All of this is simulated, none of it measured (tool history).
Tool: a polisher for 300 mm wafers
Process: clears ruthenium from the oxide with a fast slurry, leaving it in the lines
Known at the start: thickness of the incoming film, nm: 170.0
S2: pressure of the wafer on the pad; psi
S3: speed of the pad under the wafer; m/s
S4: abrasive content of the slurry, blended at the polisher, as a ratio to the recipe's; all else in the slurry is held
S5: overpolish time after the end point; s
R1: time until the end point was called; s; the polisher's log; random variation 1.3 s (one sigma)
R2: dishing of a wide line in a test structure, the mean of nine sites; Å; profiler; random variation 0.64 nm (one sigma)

Run 1, day 0: flow of slurry (ml/min) 290, S2 2.6 psi, S3 0.9 m/s, S4 1, S5 11 s. Result: R1 48.83 s, R2 331.95 Å.
Run 2, day 0.175: flow of slurry (ml/min) 290, S2 2.6 psi, S3 0.9 m/s, S4 1.15, S5 11 s. Result: R1 43.832 s, R2 372.39 Å.
Run 3, day 0.312: flow of slurry (ml/min) 355, S2 2.6 psi, S3 0.9 m/s, S4 1.15, S5 11 s. Result: R1 44.516 s, R2 373.77 Å.
Run 4, day 0.371: flow of slurry (ml/min) 355, S2 2.5 psi, S3 0.9 m/s, S4 1.15, S5 11 s. Result: R1 46.126 s, R2 365.66 Å.
Run 5, day 0.529: flow of slurry (ml/min) 355, S2 2.4 psi, S3 0.9 m/s, S4 1.15, S5 11 s. Result: R1 47.938 s, R2 348.56 Å.
Run 6, day 0.671: flow of slurry (ml/min) 355, S2 2.3 psi, S3 0.9 m/s, S4 1.15, S5 11 s. Result: R1 48.555 s, R2 339.48 Å.
Run 7, day 0.783: flow of slurry (ml/min) 355, S2 2.2 psi, S3 0.9 m/s, S4 1.15, S5 11 s. Result: R1 51.114 s, R2 323.16 Å.

The next listed run, before its measurement:
Run 8, day 1.046: flow of slurry (ml/min) 355, S2 2.1 psi, S3 0.9 m/s, S4 1.15, S5 11 s. Result: R1 ?, R2 ?.

Run 8 gave R1 55.213 s, R2 301.52 Å.
